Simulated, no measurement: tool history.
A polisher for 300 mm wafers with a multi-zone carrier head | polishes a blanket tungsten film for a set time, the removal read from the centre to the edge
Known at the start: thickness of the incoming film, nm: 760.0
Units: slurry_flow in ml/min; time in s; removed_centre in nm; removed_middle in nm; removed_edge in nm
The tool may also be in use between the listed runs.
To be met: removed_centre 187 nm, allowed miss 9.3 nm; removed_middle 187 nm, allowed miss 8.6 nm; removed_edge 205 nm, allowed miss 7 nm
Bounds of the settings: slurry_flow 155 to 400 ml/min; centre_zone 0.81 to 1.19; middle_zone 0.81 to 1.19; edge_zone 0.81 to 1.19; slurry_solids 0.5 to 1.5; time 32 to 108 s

{"run": 1, "hour": 0.0, "slurry_flow": 255, "centre_zone": 1, "middle_zone": 1, "edge_zone": 1, "slurry_solids": 1, "time": 70, "removed_centre": 231.39, "removed_middle": 236.06, "removed_edge": 233.97}
{"run": 2, "hour": 3.5, "slurry_flow": 255, "centre_zone": 1, "middle_zone": 0.93, "edge_zone": 1, "slurry_solids": 1, "time": 70, "removed_centre": 234.2, "removed_middle": 226.8, "removed_edge": 238.13}
{"run": 3, "hour": 8.4, "slurry_flow": 250, "centre_zone": 0.98, "middle_zone": 0.91, "edge_zone": 0.99, "slurry_solids": 0.9, "time": 69, "removed_centre": 220.4, "removed_middle": 216.65, "removed_edge": 224.39}
{"run": 4, "hour": 13.1, "slurry_flow": 250, "centre_zone": 0.98, "middle_zone": 0.91, "edge_zone": 1.07, "slurry_solids": 0.9, "time": 69, "removed_centre": 220.44, "removed_middle": 213.66, "removed_edge": 235.8}
{"run": 5, "hour": 16.3, "slurry_flow": 245, "centre_zone": 0.97, "middle_zone": 0.89, "edge_zone": 1.06, "slurry_solids": 0.85, "time": 68, "removed_centre": 205.16, "removed_middle": 204.39, "removed_edge": 225.88}
{"run": 6, "hour": 23.4, "slurry_flow": 245, "centre_zone": 0.97, "middle_zone": 0.89, "edge_zone": 1.06, "slurry_solids": 0.85, "time": 56, "removed_centre": 176.29, "removed_middle": 169.02, "removed_edge": 186.48}
{"run": 7, "hour": 28.2, "slurry_flow": 255, "centre_zone": 0.97, "middle_zone": 0.91, "edge_zone": 1.08, "slurry_solids": 0.9, "time": 56, "removed_centre": 175.66, "removed_middle": 169.59, "removed_edge": 192.85}
{"run": 8, "hour": 34.5, "slurry_flow": 255, "centre_zone": 0.97, "middle_zone": 0.93, "edge_zone": 1.08, "slurry_solids": 0.95, "time": 56, "removed_centre": 175.78, "removed_middle": 180.85, "removed_edge": 196.67}
{"run": 9, "hour": 37.6, "slurry_flow": 260, "centre_zone": 0.98, "middle_zone": 0.93, "edge_zone": 1.09, "slurry_solids": 0.95, "time": 56, "removed_centre": 178.64, "removed_middle": 176.18, "removed_edge": 193.47}
{"run": 10, "hour": 40.4, "slurry_flow": 260, "centre_zone": 0.98, "middle_zone": 0.93, "edge_zone": 1.09, "slurry_solids": 1, "time": 56, "removed_centre": 184.73, "removed_middle": 177.28, "removed_edge": 197.12}
{"run": 11, "hour": 42.9, "slurry_flow": 260, "centre_zone": 0.98, "middle_zone": 0.94, "edge_zone": 1.09, "slurry_solids": 1, "time": 56, "removed_centre": 181.35, "removed_middle": 183.5, "removed_edge": 197.44}

5 next moves are on the table. One of them brings every result within its allowed miss. Which?
{"run": "A", "hour": 45.4, "slurry_flow": 290, "centre_zone": 1.01, "middle_zone": 0.95, "edge_zone": 1.03, "slurry_solids": 0.9, "time": 55, "removed_centre": "?", "removed_middle": "?", "removed_edge": "?"}
{"run": "B", "hour": 45.4, "slurry_flow": 245, "centre_zone": 1.09, "middle_zone": 0.93, "edge_zone": 1.1, "slurry_solids": 1, "time": 58, "removed_centre": "?", "removed_middle": "?", "removed_edge": "?"}
{"run": "C", "hour": 45.4, "slurry_flow": 255, "centre_zone": 1, "middle_zone": 0.86, "edge_zone": 1.18, "slurry_solids": 0.95, "time": 57, "removed_centre": "?", "removed_middle": "?", "removed_edge": "?"}
{"run": "D", "hour": 45.4, "slurry_flow": 300, "centre_zone": 1.05, "middle_zone": 0.95, "edge_zone": 1.07, "slurry_solids": 1, "time": 52, "removed_centre": "?", "removed_middle": "?", "removed_edge": "?"}
{"run": "E", "hour": 45.4, "slurry_flow": 200, "centre_zone": 0.97, "middle_zone": 0.94, "edge_zone": 1.11, "slurry_solids": 0.75, "time": 64, "removed_centre": "?", "removed_middle": "?", "removed_edge": "?"}

move=A removed_centre=177.72 removed_middle=178.99 removed_edge=184.09
move=B removed_centre=204.71 removed_middle=188.33 removed_edge=203.22
move=C removed_centre=182.67 removed_middle=173.81 removed_edge=204.3
move=D removed_centre=179.97 removed_middle=174.21 removed_edge=182.14
move=E removed_centre=183.19 removed_middle=191.41 removed_edge=206.61
A: further off than the last run
B: brings the result that was furthest off to its target, and leaves another outside
C: brings the result that was furthest off to its target, and leaves another outside
D: further off than the last run
E: meets every target
Move E is the one to make.

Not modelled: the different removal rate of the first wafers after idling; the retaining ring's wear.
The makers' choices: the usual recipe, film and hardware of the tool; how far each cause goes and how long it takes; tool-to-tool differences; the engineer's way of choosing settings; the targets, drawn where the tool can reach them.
